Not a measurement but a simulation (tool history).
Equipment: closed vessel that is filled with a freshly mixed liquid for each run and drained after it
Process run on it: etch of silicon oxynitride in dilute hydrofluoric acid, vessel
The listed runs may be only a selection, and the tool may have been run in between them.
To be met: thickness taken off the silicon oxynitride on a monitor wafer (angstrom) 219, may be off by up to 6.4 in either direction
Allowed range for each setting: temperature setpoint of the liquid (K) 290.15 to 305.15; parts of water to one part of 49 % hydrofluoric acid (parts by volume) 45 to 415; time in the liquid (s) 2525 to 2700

run,hour,temperature setpoint of the liquid (K),parts of water to one part of 49 % hydrofluoric acid (parts by volume),time in the liquid (s),thickness taken off the silicon oxynitride on a monitor wafer (angstrom)
1,0,297.15,230,2525,139.07
2,3.2,298.15,225,2525,150.03
3,11.2,298.15,195,2525,176.65
4,19.3,298.65,195,2525,179.93
5,25.5,299.15,195,2525,183.83
6,32.4,296.65,195,2525,165.53
7,38.2,297.65,195,2525,173.01
8,39.3,297.65,195,2525,172.95
9,45.5,298.15,195,2525,176.24
10,47.1,298.65,195,2525,180.21
11,51.7,299.15,195,2525,185.09
12,55.2,299.65,195,2525,189.19
13,55.7,300.15,195,2525,193.45
14,58.8,300.65,195,2525,197.03

Next run, 5 choices. One meets every target within its allowed miss, the rest don't. Which?
A,61.9,300.65,200,2525,?
B,61.9,300.65,220,2545,?
C,61.9,301.15,190,2635,?
D,61.9,301.65,185,2670,?
E,61.9,300.65,235,2620,?

move,thickness taken off the silicon oxynitride on a monitor wafer (angstrom)
A,190.17
B,171.39
C,215.25
D,229.87
E,163.18
A: misses by more than the last run did
B: misses by more than the last run did
C: every result within its allowed miss
D: the result that was furthest off in the last run now lies on the other side of its target
E: misses by more than the last run did
Go with C: it meets all targets.
